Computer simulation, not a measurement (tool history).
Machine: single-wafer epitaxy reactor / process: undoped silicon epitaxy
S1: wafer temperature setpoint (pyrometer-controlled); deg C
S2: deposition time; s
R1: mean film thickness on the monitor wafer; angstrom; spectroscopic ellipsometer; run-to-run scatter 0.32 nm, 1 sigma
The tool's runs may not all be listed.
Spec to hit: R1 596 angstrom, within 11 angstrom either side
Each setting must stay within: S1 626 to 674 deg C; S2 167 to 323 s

Run 1, day 0: S1 650 deg C, S2 245 s. Result: R1 396.79 angstrom.
Run 2, day 0.362: S1 652 deg C, S2 245 s. Result: R1 413.29 angstrom.
Run 3, day 0.575: S1 652 deg C, S2 265 s. Result: R1 452.06 angstrom.
Run 4, day 0.846: S1 654 deg C, S2 265 s. Result: R1 469.1 angstrom.
Run 5, day 0.992: S1 645 deg C, S2 265 s. Result: R1 382.76 angstrom.
Run 6, day 1.354: S1 647 deg C, S2 265 s. Result: R1 402.53 angstrom.
Run 7, day 1.475: S1 649 deg C, S2 265 s. Result: R1 418.53 angstrom.
Run 8, day 1.7: S1 651 deg C, S2 265 s. Result: R1 445.35 angstrom.
Run 9, day 2.071: S1 653 deg C, S2 265 s. Result: R1 460.94 angstrom.
Run 10, day 2.412: S1 654 deg C, S2 265 s. Result: R1 469.17 angstrom.
Run 11, day 2.721: S1 655 deg C, S2 265 s. Result: R1 478.77 angstrom.
Run 12, day 3.092: S1 656 deg C, S2 265 s. Result: R1 491.36 angstrom.

Below are 4 possible settings for the next run. Only one of them brings all results inside the allowed miss of their targets. Which is it?
Run A, day 3.462: S1 659 deg C, S2 265 s. Result: R1 ?.
Run B, day 3.462: S1 648 deg C, S2 238 s. Result: R1 ?.
Run C, day 3.462: S1 658 deg C, S2 269 s. Result: R1 ?.
Run D, day 3.462: S1 666 deg C, S2 260 s. Result: R1 ?.

move      R1
   A  524.82
   B  369.38
   C  521.19
   D   599.5
A: closer than the last run, but not yet in spec
B: misses by more than the last run did
C: closer than the last run, but not yet in spec
D: every result lands within tolerance
D meets every target.
